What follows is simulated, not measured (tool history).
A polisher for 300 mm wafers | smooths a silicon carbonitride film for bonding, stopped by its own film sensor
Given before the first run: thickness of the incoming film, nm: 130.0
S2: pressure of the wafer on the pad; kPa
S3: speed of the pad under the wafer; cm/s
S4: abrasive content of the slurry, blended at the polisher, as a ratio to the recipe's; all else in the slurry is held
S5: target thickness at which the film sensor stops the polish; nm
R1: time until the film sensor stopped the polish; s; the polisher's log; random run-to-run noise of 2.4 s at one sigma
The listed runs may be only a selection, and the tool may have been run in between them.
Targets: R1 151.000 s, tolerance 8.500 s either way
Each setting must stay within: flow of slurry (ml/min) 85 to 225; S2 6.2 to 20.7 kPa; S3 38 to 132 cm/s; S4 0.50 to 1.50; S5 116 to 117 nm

run 1 hour=0.0 | flow_of_slurry_(ml/min)=145 S2=13.1 S3=84 S4=1.00 S5=116 | R1=73.936
run 2 hour=3.7 | flow_of_slurry_(ml/min)=145 S2=11.7 S3=80 S4=1.00 S5=116 | R1=86.485
run 3 hour=11.8 | flow_of_slurry_(ml/min)=145 S2=10.3 S3=78 S4=1.00 S5=116 | R1=98.770
run 4 hour=18.6 | flow_of_slurry_(ml/min)=145 S2=9.7 S3=76 S4=1.00 S5=116 | R1=108.820
run 5 hour=25.3 | flow_of_slurry_(ml/min)=145 S2=9.7 S3=76 S4=1.10 S5=116 | R1=104.740
run 6 hour=26.0 | flow_of_slurry_(ml/min)=145 S2=9.0 S3=74 S4=1.10 S5=116 | R1=113.160
run 7 hour=29.7 | flow_of_slurry_(ml/min)=145 S2=8.3 S3=74 S4=1.10 S5=116 | R1=120.120
-- hour=30.9 slurry nozzle cleaned
run 8 hour=30.9 | flow_of_slurry_(ml/min)=145 S2=7.6 S3=74 S4=1.10 S5=116 | R1=124.300
run 9 hour=32.3 | flow_of_slurry_(ml/min)=140 S2=6.2 S3=64 S4=1.10 S5=116 | R1=173.590
run 10 hour=34.8 | flow_of_slurry_(ml/min)=145 S2=6.2 S3=64 S4=1.10 S5=116 | R1=171.700

Which of these 5 next moves meets every target?
run A hour=37.3 | flow_of_slurry_(ml/min)=90 S2=9.0 S3=56 S4=0.70 S5=116 | R1=?
run B hour=37.3 | flow_of_slurry_(ml/min)=115 S2=6.2 S3=54 S4=1.05 S5=116 | R1=?
run C hour=37.3 | flow_of_slurry_(ml/min)=150 S2=6.2 S3=60 S4=1.05 S5=116 | R1=?
run D hour=37.3 | flow_of_slurry_(ml/min)=160 S2=6.9 S3=42 S4=1.15 S5=116 | R1=?
run E hour=37.3 | flow_of_slurry_(ml/min)=145 S2=11.0 S3=38 S4=1.05 S5=116 | R1=?

move=A R1=202.450
move=B R1=209.060
move=C R1=181.970
move=D R1=203.230
move=E R1=149.310
A: the biggest miss grows against the last run
B: the biggest miss grows against the last run
C: the biggest miss grows against the last run
D: the biggest miss grows against the last run
E: each result inside its tolerance
The move that meets every target is E.

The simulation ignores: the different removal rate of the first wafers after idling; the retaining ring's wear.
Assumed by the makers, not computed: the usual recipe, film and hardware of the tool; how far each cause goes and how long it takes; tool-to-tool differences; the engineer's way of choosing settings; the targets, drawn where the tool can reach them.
